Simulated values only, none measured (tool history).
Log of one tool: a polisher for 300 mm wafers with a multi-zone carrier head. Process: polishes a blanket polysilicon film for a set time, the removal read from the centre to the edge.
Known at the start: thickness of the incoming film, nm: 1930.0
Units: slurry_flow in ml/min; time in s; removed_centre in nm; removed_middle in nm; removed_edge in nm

| run | hour | slurry_flow | centre_zone | middle_zone | edge_zone | time | removed_centre | removed_middle | removed_edge |
|---|---|---|---|---|---|---|---|---|---|
| 1 | 0.0 | 150 | 1.00 | 1.00 | 1.00 | 83 | 694.43 | 709.85 | 690.63 |
| 2 | 5.9 | 165 | 1.02 | 1.00 | 1.06 | 86 | 752.17 | 749.72 | 743.31 |
| 3 | 13.9 | 165 | 1.07 | 1.00 | 1.06 | 86 | 780.39 | 754.89 | 734.02 |
| 4 | 19.0 | 175 | 1.06 | 0.99 | 1.10 | 89 | 810.71 | 771.09 | 779.30 |
| 5 | 21.0 | 185 | 1.05 | 1.00 | 1.13 | 91 | 842.28 | 799.22 | 808.43 |
| 6 | 24.9 | 190 | 1.03 | 1.00 | 1.15 | 93 | 841.53 | 818.44 | 850.45 |

Forecast run 7:
| 7 | 30.4 | 195 | 1.03 | 1.00 | 1.16 | 93 | ? | ? | ? |

removed_centre: 842.39 nm
removed_middle: 833.41 nm
removed_edge: 843.12 nm
